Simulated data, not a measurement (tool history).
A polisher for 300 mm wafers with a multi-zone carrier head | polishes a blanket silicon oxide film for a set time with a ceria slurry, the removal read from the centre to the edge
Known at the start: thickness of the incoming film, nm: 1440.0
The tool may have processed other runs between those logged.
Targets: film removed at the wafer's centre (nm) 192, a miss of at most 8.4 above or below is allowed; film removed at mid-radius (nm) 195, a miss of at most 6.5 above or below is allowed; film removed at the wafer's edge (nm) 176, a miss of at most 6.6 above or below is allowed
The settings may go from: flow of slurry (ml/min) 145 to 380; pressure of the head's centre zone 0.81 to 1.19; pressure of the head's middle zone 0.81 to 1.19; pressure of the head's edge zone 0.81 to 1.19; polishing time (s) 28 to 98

| run | day | flow of slurry (ml/min) | pressure of the head's centre zone | pressure of the head's middle zone | pressure of the head's edge zone | polishing time (s) | film removed at the wafer's centre (nm) | film removed at mid-radius (nm) | film removed at the wafer's edge (nm) |
|---|---|---|---|---|---|---|---|---|---|
| 1 | 0 | 245 | 1 | 1 | 1 | 63 | 253.48 | 255.92 | 248.82 |
| 2 | 0.083 | 245 | 1 | 1 | 0.98 | 60 | 243.83 | 245.11 | 230.9 |
| 3 | 0.329 | 245 | 1 | 1 | 0.98 | 52 | 205.01 | 212 | 204.04 |
| 4 | 0.45 | 245 | 1 | 1 | 0.9 | 52 | 211.48 | 211.73 | 190.95 |
| 5 | 0.771 | 240 | 0.99 | 0.99 | 0.89 | 52 | 207.63 | 207.7 | 196.66 |
| 6 | 0.867 | 240 | 0.99 | 1.03 | 0.89 | 52 | 212.35 | 215.27 | 192.16 |
| 7 | 0.962 | 215 | 0.97 | 0.99 | 0.82 | 47 | 181.73 | 186.7 | 164.4 |
| 8 | 1.246 | 220 | 0.97 | 0.99 | 0.83 | 47 | 182.25 | 188.54 | 165.75 |
| 9 | 1.408 | 225 | 0.97 | 0.99 | 0.84 | 47 | 183.22 | 183.52 | 168.41 |
| 10 | 1.483 | 230 | 0.97 | 1 | 0.85 | 47 | 179.18 | 192.75 | 167.76 |

Of the 5 settings listed for the next run, only one would bring every result within its allowed miss of target. Which one?
| A | 1.558 | 210 | 1.09 | 1.06 | 0.81 | 46 | ? | ? | ? |
| B | 1.558 | 300 | 0.9 | 1.05 | 0.82 | 45 | ? | ? | ? |
| C | 1.558 | 205 | 0.97 | 0.95 | 0.81 | 51 | ? | ? | ? |
| D | 1.558 | 195 | 1.05 | 1.08 | 0.81 | 47 | ? | ? | ? |
| E | 1.558 | 265 | 0.86 | 1.02 | 0.92 | 48 | ? | ? | ? |

| move | film removed at the wafer's centre (nm) | film removed at mid-radius (nm) | film removed at the wafer's edge (nm) |
|---|---|---|---|
| A | 195.22 | 192.98 | 158.56 |
| B | 171.19 | 196.2 | 161.44 |
| C | 195.25 | 194.4 | 175.55 |
| D | 190.68 | 197.95 | 160.5 |
| E | 173.24 | 201.4 | 179.55 |
A: the furthest-off result lands on target, but another misses its tolerance
B: further off than the last run
C: all results land within tolerance of their targets
D: the furthest-off result lands on target, but another misses its tolerance
E: further off than the last run
So the answer is move C, the one that meets all the targets.

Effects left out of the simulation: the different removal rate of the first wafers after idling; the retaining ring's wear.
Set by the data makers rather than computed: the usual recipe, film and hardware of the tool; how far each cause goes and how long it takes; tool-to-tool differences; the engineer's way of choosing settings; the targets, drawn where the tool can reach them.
